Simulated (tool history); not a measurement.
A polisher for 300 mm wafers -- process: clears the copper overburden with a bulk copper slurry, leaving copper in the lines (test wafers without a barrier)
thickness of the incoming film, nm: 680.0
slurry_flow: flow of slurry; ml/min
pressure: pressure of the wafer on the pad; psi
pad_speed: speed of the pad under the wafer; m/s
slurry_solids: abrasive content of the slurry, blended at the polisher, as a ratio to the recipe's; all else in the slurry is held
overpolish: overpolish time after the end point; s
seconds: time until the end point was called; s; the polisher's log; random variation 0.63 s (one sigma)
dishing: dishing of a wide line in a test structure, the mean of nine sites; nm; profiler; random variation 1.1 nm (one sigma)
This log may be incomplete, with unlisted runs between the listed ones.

Run 1, hour 0.0: slurry_flow 305 ml/min, pressure 2.0 psi, pad_speed 1.10 m/s, slurry_solids 1.00, overpolish 26 s. Result: seconds 116.58 s, dishing 76.242 nm.
Run 2, hour 8.0: slurry_flow 305 ml/min, pressure 2.0 psi, pad_speed 0.84 m/s, slurry_solids 1.00, overpolish 26 s. Result: seconds 149.69 s, dishing 64.610 nm.
Run 3, hour 13.0: slurry_flow 305 ml/min, pressure 2.0 psi, pad_speed 0.62 m/s, slurry_solids 1.00, overpolish 26 s. Result: seconds 202.64 s, dishing 52.914 nm.
Run 4, hour 20.5: slurry_flow 315 ml/min, pressure 2.1 psi, pad_speed 0.74 m/s, slurry_solids 1.05, overpolish 22 s. Result: seconds 159.12 s, dishing 54.720 nm.
Run 5, hour 24.9: slurry_flow 315 ml/min, pressure 2.1 psi, pad_speed 0.74 m/s, slurry_solids 1.05, overpolish 29 s. Result: seconds 159.99 s, dishing 67.786 nm.
Run 6, hour 25.7: slurry_flow 335 ml/min, pressure 2.2 psi, pad_speed 0.80 m/s, slurry_solids 1.15, overpolish 24 s. Result: seconds 138.18 s, dishing 63.699 nm.
Run 7, hour 30.3: slurry_flow 365 ml/min, pressure 2.3 psi, pad_speed 0.84 m/s, slurry_solids 1.25, overpolish 20 s. Result: seconds 125.67 s, dishing 65.228 nm.

For run 8, what comes out?
Run 8, hour 38.3: slurry_flow 325 ml/min, pressure 2.4 psi, pad_speed 0.92 m/s, slurry_solids 1.10, overpolish 17 s. Result: seconds ?, dishing ?.

{"run 8": {"seconds": 113.33, "dishing": 57.724}}
